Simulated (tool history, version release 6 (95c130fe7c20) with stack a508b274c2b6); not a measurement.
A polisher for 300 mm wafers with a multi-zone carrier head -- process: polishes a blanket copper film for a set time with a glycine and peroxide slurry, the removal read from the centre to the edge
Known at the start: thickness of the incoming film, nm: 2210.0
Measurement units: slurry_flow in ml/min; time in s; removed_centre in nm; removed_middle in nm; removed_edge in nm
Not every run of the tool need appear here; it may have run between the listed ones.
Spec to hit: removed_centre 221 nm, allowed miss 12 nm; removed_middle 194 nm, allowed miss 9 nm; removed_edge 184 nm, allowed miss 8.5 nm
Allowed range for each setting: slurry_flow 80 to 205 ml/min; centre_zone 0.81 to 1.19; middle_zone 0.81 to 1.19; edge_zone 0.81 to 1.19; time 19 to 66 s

run,hour,slurry_flow,centre_zone,middle_zone,edge_zone,time,removed_centre,removed_middle,removed_edge
1,0,135,1,1,1,42,161.39,163.88,158.14
2,3.3,135,1,1,0.92,42,162.45,160.18,152.21
3,6,135,1,1,0.92,38,143.61,144.65,135.99
4,12.6,135,1,1,0.97,38,139.3,145.18,140.62
5,15.8,135,1,1,0.93,38,143.78,142.56,140.62
6,20.5,135,1.06,1,0.93,38,156.77,142.83,139.25
7,22.8,140,1.08,1.01,0.96,40,162.53,155.46,149.53
8,27.8,145,1.1,1.01,0.96,42,179.58,167.22,159.33
9,34.2,150,1.12,1.01,0.97,43,185.4,169.85,161
10,41.2,150,1.13,1.01,0.97,44,198.72,175.73,170.28
11,46.4,155,1.14,1.02,0.98,44,196.22,179.56,167.29
12,51.7,155,1.15,1.02,0.99,45,202.83,178.78,172.42

Consider the 4 candidate settings below. Which is the only one whose results all fall within their allowed miss of target?
A,57,145,1.06,0.93,1.01,48,?,?,?
B,57,175,1.1,1.13,0.97,43,?,?,?
C,57,170,0.98,1.13,0.99,49,?,?,?
D,57,165,1.17,1.04,0.99,47,?,?,?

move,removed_centre,removed_middle,removed_edge
A,189.32,173.32,187.77
B,183.3,187.88,168.97
C,186.01,213.12,193.71
D,209.91,190.04,185.27
A: misses by more than the last run did
B: the furthest-off result lands on target, but another misses its tolerance
C: the result that was furthest off in the last run now lies on the other side of its target
D: in spec on every target
D meets every target.
